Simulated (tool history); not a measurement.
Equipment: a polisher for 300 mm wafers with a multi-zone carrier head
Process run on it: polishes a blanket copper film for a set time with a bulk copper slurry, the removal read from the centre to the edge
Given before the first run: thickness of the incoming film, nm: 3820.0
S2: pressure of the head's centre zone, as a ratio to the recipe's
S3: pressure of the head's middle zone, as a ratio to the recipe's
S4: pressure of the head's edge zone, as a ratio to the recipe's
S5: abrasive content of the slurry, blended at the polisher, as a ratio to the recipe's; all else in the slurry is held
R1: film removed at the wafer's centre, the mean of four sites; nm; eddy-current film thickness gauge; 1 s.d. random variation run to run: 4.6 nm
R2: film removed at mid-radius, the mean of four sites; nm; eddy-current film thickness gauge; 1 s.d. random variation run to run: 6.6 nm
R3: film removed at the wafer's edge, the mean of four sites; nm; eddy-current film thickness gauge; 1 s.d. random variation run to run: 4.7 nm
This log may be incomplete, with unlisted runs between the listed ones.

Run 1, day 0: flow of slurry (ml/min) 275, S2 1, S3 1, S4 1, S5 1, polishing time (s) 76. Result: R1 1348.1 nm, R2 1372.9 nm, R3 1369.8 nm.
Run 2, day 0.058: flow of slurry (ml/min) 270, S2 1.01, S3 0.97, S4 0.98, S5 0.9, polishing time (s) 70. Result: R1 1233.9 nm, R2 1192.7 nm, R3 1221 nm.
Run 3, day 0.371: flow of slurry (ml/min) 270, S2 1.01, S3 0.89, S4 0.98, S5 0.9, polishing time (s) 70. Result: R1 1228.6 nm, R2 1134.7 nm, R3 1237 nm.
Run 4, day 0.621: flow of slurry (ml/min) 265, S2 1.02, S3 0.88, S4 0.96, S5 0.85, polishing time (s) 65. Result: R1 1131.9 nm, R2 1034.5 nm, R3 1126.7 nm.
Run 5, day 0.75: flow of slurry (ml/min) 265, S2 1.03, S3 0.87, S4 0.95, S5 0.8, polishing time (s) 60. Result: R1 1042.5 nm, R2 927.02 nm, R3 1009.2 nm.
Run 6, day 0.958: flow of slurry (ml/min) 265, S2 1.03, S3 0.87, S4 0.95, S5 0.6, polishing time (s) 60. Result: R1 979.77 nm, R2 870.08 nm, R3 966.15 nm.
Run 7, day 1.033: flow of slurry (ml/min) 260, S2 1.04, S3 0.86, S4 0.94, S5 0.6, polishing time (s) 57. Result: R1 940.83 nm, R2 823.35 nm, R3 909.59 nm.
Run 8, day 1.129: flow of slurry (ml/min) 260, S2 1.04, S3 0.86, S4 0.94, S5 0.6, polishing time (s) 57. Result: R1 938.19 nm, R2 826.73 nm, R3 906.21 nm.
Run 9, day 1.35: flow of slurry (ml/min) 255, S2 1.05, S3 0.85, S4 0.93, S5 0.6, polishing time (s) 55. Result: R1 906.3 nm, R2 786.27 nm, R3 881.28 nm.
Run 10, day 1.658: flow of slurry (ml/min) 255, S2 1.06, S3 0.85, S4 0.91, S5 0.6, polishing time (s) 53. Result: R1 887.09 nm, R2 770.1 nm, R3 822.38 nm.
Run 11, day 1.958: flow of slurry (ml/min) 245, S2 1.07, S3 0.84, S4 0.91, S5 0.6, polishing time (s) 51. Result: R1 860.77 nm, R2 732.5 nm, R3 798.6 nm.
Run 12, day 2.225: flow of slurry (ml/min) 245, S2 1.07, S3 0.84, S4 0.91, S5 0.6, polishing time (s) 51. Result: R1 864.11 nm, R2 726.03 nm, R3 799.99 nm.

Expected results for the next run?
Run 13, day 2.571: flow of slurry (ml/min) 235, S2 1.07, S3 0.84, S4 0.9, S5 0.6, polishing time (s) 50. Result: R1 ?, R2 ?, R3 ?.

{"run 13": {"R1": 840.87, "R2": 701, "R3": 779.7}}
